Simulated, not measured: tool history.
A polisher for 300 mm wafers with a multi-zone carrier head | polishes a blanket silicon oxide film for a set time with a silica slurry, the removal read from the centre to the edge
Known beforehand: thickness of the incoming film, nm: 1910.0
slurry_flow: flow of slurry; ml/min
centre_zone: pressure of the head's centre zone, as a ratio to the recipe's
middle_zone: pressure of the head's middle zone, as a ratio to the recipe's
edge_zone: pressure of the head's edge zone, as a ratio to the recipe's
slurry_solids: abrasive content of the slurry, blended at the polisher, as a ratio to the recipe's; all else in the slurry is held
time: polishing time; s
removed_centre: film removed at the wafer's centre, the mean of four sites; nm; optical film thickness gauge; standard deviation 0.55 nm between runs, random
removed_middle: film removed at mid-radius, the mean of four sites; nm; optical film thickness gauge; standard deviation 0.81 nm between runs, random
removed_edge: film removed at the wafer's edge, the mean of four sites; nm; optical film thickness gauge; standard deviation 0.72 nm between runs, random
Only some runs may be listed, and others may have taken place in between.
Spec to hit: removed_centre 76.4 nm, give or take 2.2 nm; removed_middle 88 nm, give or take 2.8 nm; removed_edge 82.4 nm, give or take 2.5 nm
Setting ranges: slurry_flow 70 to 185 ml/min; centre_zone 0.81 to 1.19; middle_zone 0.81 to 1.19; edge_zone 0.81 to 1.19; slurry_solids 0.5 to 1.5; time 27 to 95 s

Run 1, hour 0: slurry_flow 120 ml/min, centre_zone 1, middle_zone 1, edge_zone 1, slurry_solids 1, time 61 s. Result: removed_centre 113.94 nm, removed_middle 115.3 nm, removed_edge 115.13 nm.
Run 2, hour 4.3: slurry_flow 135 ml/min, centre_zone 1, middle_zone 1, edge_zone 1, slurry_solids 1, time 61 s. Result: removed_centre 117.27 nm, removed_middle 120 nm, removed_edge 117.48 nm.
Run 3, hour 5.8: slurry_flow 130 ml/min, centre_zone 0.99, middle_zone 1, edge_zone 0.98, slurry_solids 0.95, time 61 s. Result: removed_centre 112.4 nm, removed_middle 114.53 nm, removed_edge 113.44 nm.
Run 4, hour 12.4: slurry_flow 130 ml/min, centre_zone 0.99, middle_zone 1, edge_zone 0.98, slurry_solids 0.95, time 73 s. Result: removed_centre 135.5 nm, removed_middle 139.19 nm, removed_edge 132.45 nm.
Run 5, hour 20.1: slurry_flow 125 ml/min, centre_zone 0.98, middle_zone 1, edge_zone 0.96, slurry_solids 0.9, time 72 s. Result: removed_centre 125.53 nm, removed_middle 131.2 nm, removed_edge 124.36 nm.
Run 6, hour 28.1: slurry_flow 120 ml/min, centre_zone 0.97, middle_zone 1, edge_zone 0.94, slurry_solids 0.85, time 72 s. Result: removed_centre 118.5 nm, removed_middle 125.81 nm, removed_edge 120.87 nm.
Run 7, hour 32.7: slurry_flow 120 ml/min, centre_zone 0.97, middle_zone 1, edge_zone 0.93, slurry_solids 0.8, time 71 s. Result: removed_centre 112.62 nm, removed_middle 119.13 nm, removed_edge 114.71 nm.
Run 8, hour 35.4: slurry_flow 120 ml/min, centre_zone 0.97, middle_zone 1.01, edge_zone 0.92, slurry_solids 0.75, time 70 s. Result: removed_centre 106.52 nm, removed_middle 112.91 nm, removed_edge 107.31 nm.
Run 9, hour 36.9: slurry_flow 90 ml/min, centre_zone 0.87, middle_zone 0.99, edge_zone 0.82, slurry_solids 0.5, time 69 s. Result: removed_centre 62.359 nm, removed_middle 73.357 nm, removed_edge 68.746 nm.
Run 10, hour 38.1: slurry_flow 95 ml/min, centre_zone 0.87, middle_zone 0.99, edge_zone 0.83, slurry_solids 0.5, time 69 s. Result: removed_centre 64.392 nm, removed_middle 73.473 nm, removed_edge 70.078 nm.
Run 11, hour 40.5: slurry_flow 125 ml/min, centre_zone 0.83, middle_zone 1.09, edge_zone 0.93, slurry_solids 0.55, time 69 s. Result: removed_centre 71.864 nm, removed_middle 94.251 nm, removed_edge 83.036 nm.
Run 12, hour 41.4: slurry_flow 125 ml/min, centre_zone 0.83, middle_zone 1.08, edge_zone 0.92, slurry_solids 0.55, time 69 s. Result: removed_centre 71.537 nm, removed_middle 93.057 nm, removed_edge 82.975 nm.
Run 13, hour 48.2: slurry_flow 125 ml/min, centre_zone 0.83, middle_zone 1.07, edge_zone 0.91, slurry_solids 0.55, time 69 s. Result: removed_centre 71.709 nm, removed_middle 92.675 nm, removed_edge 82.873 nm.
Run 14, hour 52.1: slurry_flow 125 ml/min, centre_zone 0.83, middle_zone 1.06, edge_zone 0.9, slurry_solids 0.55, time 69 s. Result: removed_centre 72.643 nm, removed_middle 91.585 nm, removed_edge 81.082 nm.

Below are 4 possible settings for the next run. Only one of them brings all results inside the allowed miss of their targets. Which is it?
Run A, hour 56: slurry_flow 115 ml/min, centre_zone 0.85, middle_zone 1.06, edge_zone 0.98, slurry_solids 0.6, time 62 s. Result: removed_centre ?, removed_middle ?, removed_edge ?.
Run B, hour 56: slurry_flow 140 ml/min, centre_zone 0.87, middle_zone 1.14, edge_zone 0.87, slurry_solids 0.5, time 72 s. Result: removed_centre ?, removed_middle ?, removed_edge ?.
Run C, hour 56: slurry_flow 130 ml/min, centre_zone 0.91, middle_zone 0.94, edge_zone 0.96, slurry_solids 0.65, time 58 s. Result: removed_centre ?, removed_middle ?, removed_edge ?.
Run D, hour 56: slurry_flow 100 ml/min, centre_zone 0.87, middle_zone 0.98, edge_zone 0.83, slurry_solids 0.55, time 75 s. Result: removed_centre ?, removed_middle ?, removed_edge ?.

move  removed_centre  removed_middle  removed_edge
   A           69.33          87.969        82.782
   B          72.989          95.857        79.241
   C          75.889          81.393        83.465
   D           76.47          89.348         84.31
A: the biggest miss grows against the last run
B: the biggest miss grows against the last run
C: puts the biggest miss on target and leaves a different result outside tolerance
D: hits every target within its allowed miss
The move that meets every target is D.
